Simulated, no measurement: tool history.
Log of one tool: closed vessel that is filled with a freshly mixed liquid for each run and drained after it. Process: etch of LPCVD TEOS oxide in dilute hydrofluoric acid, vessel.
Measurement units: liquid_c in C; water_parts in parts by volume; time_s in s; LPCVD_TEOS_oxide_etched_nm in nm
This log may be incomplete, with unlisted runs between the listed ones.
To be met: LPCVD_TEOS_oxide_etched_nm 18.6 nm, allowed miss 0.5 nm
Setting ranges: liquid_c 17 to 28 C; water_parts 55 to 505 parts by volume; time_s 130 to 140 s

| run | hour | liquid_c | water_parts | time_s | LPCVD_TEOS_oxide_etched_nm |
|---|---|---|---|---|---|
| 1 | 0 | 20 | 280 | 130 | 7.4036 |
| 2 | 7 | 20 | 190 | 130 | 11.883 |
| 3 | 14.1 | 21 | 185 | 130 | 12.606 |
| 4 | 22.2 | 22 | 180 | 130 | 13.794 |
| 5 | 27.7 | 25 | 180 | 130 | 15.271 |
| 6 | 29.5 | 25.5 | 175 | 130 | 16.034 |
| 7 | 38.6 | 26 | 175 | 130 | 16.27 |
| 8 | 41.4 | 26.5 | 175 | 130 | 16.62 |
| 9 | 47.8 | 28 | 160 | 130 | 19.563 |
| 10 | 55.6 | 27.5 | 160 | 130 | 19.345 |

Pick the move, out of 4, that brings all results within their allowed miss; only one does.
| A | 63.4 | 28 | 175 | 130 | ? |
| B | 63.4 | 26.5 | 180 | 140 | ? |
| C | 63.4 | 28 | 190 | 140 | ? |
| D | 63.4 | 26.5 | 160 | 130 | ? |

| move | LPCVD_TEOS_oxide_etched_nm |
|---|---|
| A | 17.473 |
| B | 17.224 |
| C | 17.022 |
| D | 18.423 |
A: takes the biggest miss from the last run beyond its target
B: takes the biggest miss from the last run beyond its target
C: takes the biggest miss from the last run beyond its target
D: all results in spec
The right move is D.
